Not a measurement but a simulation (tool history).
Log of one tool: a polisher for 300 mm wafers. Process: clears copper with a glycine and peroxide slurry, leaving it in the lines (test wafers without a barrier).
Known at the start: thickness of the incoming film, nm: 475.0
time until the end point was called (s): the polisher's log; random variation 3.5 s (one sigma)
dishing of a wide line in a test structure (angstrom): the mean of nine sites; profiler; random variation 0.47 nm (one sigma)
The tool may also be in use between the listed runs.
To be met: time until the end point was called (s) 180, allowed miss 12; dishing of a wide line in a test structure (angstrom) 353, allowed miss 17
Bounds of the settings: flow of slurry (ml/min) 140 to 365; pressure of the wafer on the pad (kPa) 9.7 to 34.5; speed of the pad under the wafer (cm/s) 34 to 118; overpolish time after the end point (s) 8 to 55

run,day,flow of slurry (ml/min),pressure of the wafer on the pad (kPa),speed of the pad under the wafer (cm/s),overpolish time after the end point (s),time until the end point was called (s),dishing of a wide line in a test structure (angstrom)
1,0,235,22.1,76,28,110.41,709.33
2,0.217,235,20.7,72,25,118.97,621.24
3,0.433,280,20.7,72,25,116.85,628.57
4,0.6,280,19.3,68,23,129.24,545.9
5,0.896,280,17.9,66,22,139.84,506.24
6,1.104,280,16.5,66,21,153.2,458.46
7,1.412,280,15.9,66,20,152.25,433.66
8,1.592,280,15.2,66,20,153.8,416.42
9,1.779,280,14.5,66,20,161.96,404.09
10,2.021,280,11.7,66,17,186.02,309.91
11,2.054,285,11.7,66,17,186.21,314.7
12,2.417,285,12.4,64,18,187.15,333.39
13,2.779,285,13.8,64,19,167.12,368.54
14,3.05,280,13.8,64,19,174.89,370.91

5 next moves are on the table. One of them brings every result within its allowed miss. Which?
A,3.321,280,12.4,66,21,?,?
B,3.321,250,11.7,70,19,?,?
C,3.321,215,15.2,68,19,?,?
D,3.321,315,10.3,62,23,?,?
E,3.321,295,15.9,70,18,?,?

move,time until the end point was called (s),dishing of a wide line in a test structure (angstrom)
A,181.81,390
B,183.33,354.52
C,158.6,401.91
D,210.67,372.79
E,146.36,410.46
A: further off than the last run
B: meets every target
C: further off than the last run
D: further off than the last run
E: further off than the last run
Answer: B
